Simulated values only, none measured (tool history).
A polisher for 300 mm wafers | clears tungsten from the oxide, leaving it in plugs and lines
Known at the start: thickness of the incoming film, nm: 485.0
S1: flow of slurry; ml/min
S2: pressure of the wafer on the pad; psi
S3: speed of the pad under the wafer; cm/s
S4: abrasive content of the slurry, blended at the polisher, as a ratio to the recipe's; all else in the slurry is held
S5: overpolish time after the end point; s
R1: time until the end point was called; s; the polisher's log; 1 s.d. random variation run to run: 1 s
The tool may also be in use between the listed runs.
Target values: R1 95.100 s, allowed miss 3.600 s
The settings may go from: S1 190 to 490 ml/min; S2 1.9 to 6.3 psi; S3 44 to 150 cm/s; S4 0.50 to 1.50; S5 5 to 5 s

run 1 hour=0.0 | S1=315 S2=4.1 S3=96 S4=1.00 S5=5 | R1=125.180
run 2 hour=1.1 | S1=315 S2=4.3 S3=96 S4=1.00 S5=5 | R1=118.290
run 3 hour=2.1 | S1=315 S2=4.3 S3=96 S4=1.00 S5=5 | R1=119.640
run 4 hour=3.8 | S1=315 S2=4.4 S3=96 S4=1.00 S5=5 | R1=115.900
run 5 hour=7.9 | S1=315 S2=4.4 S3=76 S4=1.00 S5=5 | R1=146.440
run 6 hour=14.4 | S1=315 S2=4.4 S3=76 S4=1.15 S5=5 | R1=141.180
-- hour=20.3 slurry nozzle cleaned
run 7 hour=20.3 | S1=315 S2=4.6 S3=76 S4=1.15 S5=5 | R1=126.770
run 8 hour=21.2 | S1=315 S2=5.6 S3=76 S4=1.15 S5=5 | R1=105.840

Exactly one of the 4 candidate moves below puts every result within its allowed miss. Which one?
run A hour=22.1 | S1=285 S2=6.0 S3=86 S4=1.25 S5=5 | R1=?
run B hour=22.1 | S1=340 S2=6.3 S3=74 S4=1.15 S5=5 | R1=?
run C hour=22.1 | S1=325 S2=5.7 S3=74 S4=1.10 S5=5 | R1=?
run D hour=22.1 | S1=390 S2=5.7 S3=74 S4=0.95 S5=5 | R1=?

move=A R1=84.727
move=B R1=93.471
move=C R1=104.470
move=D R1=106.090
A: carries the result that was furthest off beyond its target, to the other side
B: every result within its allowed miss
C: closes in on the targets versus the last run, not all within tolerance yet
D: neither nearer nor further off than the last run
The move that meets every target is B.
